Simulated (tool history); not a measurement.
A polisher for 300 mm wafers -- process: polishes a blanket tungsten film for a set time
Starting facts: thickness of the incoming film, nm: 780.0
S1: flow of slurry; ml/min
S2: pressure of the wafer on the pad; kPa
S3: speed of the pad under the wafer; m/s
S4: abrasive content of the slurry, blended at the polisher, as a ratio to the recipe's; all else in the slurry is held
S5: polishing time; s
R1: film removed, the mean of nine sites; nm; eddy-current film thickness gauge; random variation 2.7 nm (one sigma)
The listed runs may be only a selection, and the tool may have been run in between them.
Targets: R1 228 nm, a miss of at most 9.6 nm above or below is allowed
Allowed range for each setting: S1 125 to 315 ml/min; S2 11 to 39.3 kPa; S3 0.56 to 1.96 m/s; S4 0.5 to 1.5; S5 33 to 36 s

Run 1, hour 0: S1 205 ml/min, S2 24.8 kPa, S3 1.26 m/s, S4 1, S5 36 s. Result: R1 179.19 nm.
Run 2, hour 7.7: S1 205 ml/min, S2 24.8 kPa, S3 1.26 m/s, S4 1, S5 36 s. Result: R1 183.01 nm.
Run 3, hour 12.9: S1 205 ml/min, S2 26.9 kPa, S3 1.26 m/s, S4 1, S5 36 s. Result: R1 197.74 nm.
Run 4, hour 13.9: S1 205 ml/min, S2 28.3 kPa, S3 1.26 m/s, S4 1, S5 36 s. Result: R1 199.21 nm.
Run 5, hour 19.9: S1 205 ml/min, S2 28.3 kPa, S3 1.26 m/s, S4 1, S5 33 s. Result: R1 185.11 nm.
Run 6, hour 26.9: S1 205 ml/min, S2 30.3 kPa, S3 1.26 m/s, S4 1, S5 33 s. Result: R1 200.85 nm.
Run 7, hour 31: S1 205 ml/min, S2 31.7 kPa, S3 1.26 m/s, S4 1, S5 33 s. Result: R1 209.99 nm.
Run 8, hour 34.4: S1 205 ml/min, S2 32.4 kPa, S3 1.26 m/s, S4 1, S5 33 s. Result: R1 210.47 nm.

Which of these 5 next moves meets every target?
Run A, hour 37.8: S1 180 ml/min, S2 34.5 kPa, S3 1.3 m/s, S4 1, S5 36 s. Result: R1 ?.
Run B, hour 37.8: S1 190 ml/min, S2 33.8 kPa, S3 1.42 m/s, S4 1.1, S5 33 s. Result: R1 ?.
Run C, hour 37.8: S1 190 ml/min, S2 31 kPa, S3 1.28 m/s, S4 1.15, S5 33 s. Result: R1 ?.
Run D, hour 37.8: S1 150 ml/min, S2 33.1 kPa, S3 1.26 m/s, S4 1.1, S5 33 s. Result: R1 ?.
Run E, hour 37.8: S1 205 ml/min, S2 37.2 kPa, S3 1.22 m/s, S4 0.9, S5 33 s. Result: R1 ?.

move      R1
   A  252.38
   B  253.88
   C  214.42
   D  214.38
   E  233.73
A: takes the biggest miss from the last run beyond its target
B: takes the biggest miss from the last run beyond its target
C: nearer the targets than the last run, but a result is still out of spec
D: nearer the targets than the last run, but a result is still out of spec
E: meets every target
Answer: E
